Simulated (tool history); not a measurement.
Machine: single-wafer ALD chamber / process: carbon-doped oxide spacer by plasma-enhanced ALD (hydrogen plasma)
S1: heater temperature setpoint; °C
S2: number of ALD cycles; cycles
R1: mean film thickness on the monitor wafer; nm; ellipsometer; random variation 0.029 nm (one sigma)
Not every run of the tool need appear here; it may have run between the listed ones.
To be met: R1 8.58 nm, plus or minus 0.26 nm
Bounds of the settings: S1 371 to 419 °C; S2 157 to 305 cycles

run 1 hour=0 | S1=395 S2=231 | R1=12.033
run 2 hour=3.6 | S1=397 S2=221 | R1=11.517
run 3 hour=12.2 | S1=399 S2=212 | R1=11.058
run 4 hour=18.2 | S1=400 S2=204 | R1=10.672
run 5 hour=21.4 | S1=401 S2=198 | R1=10.312
run 6 hour=25.9 | S1=401 S2=193 | R1=10.067
run 7 hour=28.8 | S1=401 S2=188 | R1=9.7313
run 8 hour=32.7 | S1=401 S2=185 | R1=9.6431
run 9 hour=37.9 | S1=401 S2=182 | R1=9.4482
run 10 hour=39.7 | S1=401 S2=179 | R1=9.3493
run 11 hour=40.3 | S1=401 S2=157 | R1=8.1963
run 12 hour=45.9 | S1=401 S2=158 | R1=8.2606
run 13 hour=48.8 | S1=401 S2=159 | R1=8.2791
run 14 hour=55.5 | S1=401 S2=159 | R1=8.2602
run 15 hour=56.1 | S1=401 S2=170 | R1=8.8302

Next run, 5 choices. One meets every target within its allowed miss, the rest don't. Which?
run A hour=56.7 | S1=388 S2=166 | R1=?
run B hour=56.7 | S1=396 S2=176 | R1=?
run C hour=56.7 | S1=401 S2=179 | R1=?
run D hour=56.7 | S1=399 S2=176 | R1=?
run E hour=56.7 | S1=391 S2=177 | R1=?

move=A R1=8.6375
move=B R1=9.1578
move=C R1=9.3061
move=D R1=9.1578
move=E R1=9.2098
A: hits every target within its allowed miss
B: misses by more than the last run did
C: misses by more than the last run did
D: misses by more than the last run did
E: misses by more than the last run did
Go with A: it meets all targets.

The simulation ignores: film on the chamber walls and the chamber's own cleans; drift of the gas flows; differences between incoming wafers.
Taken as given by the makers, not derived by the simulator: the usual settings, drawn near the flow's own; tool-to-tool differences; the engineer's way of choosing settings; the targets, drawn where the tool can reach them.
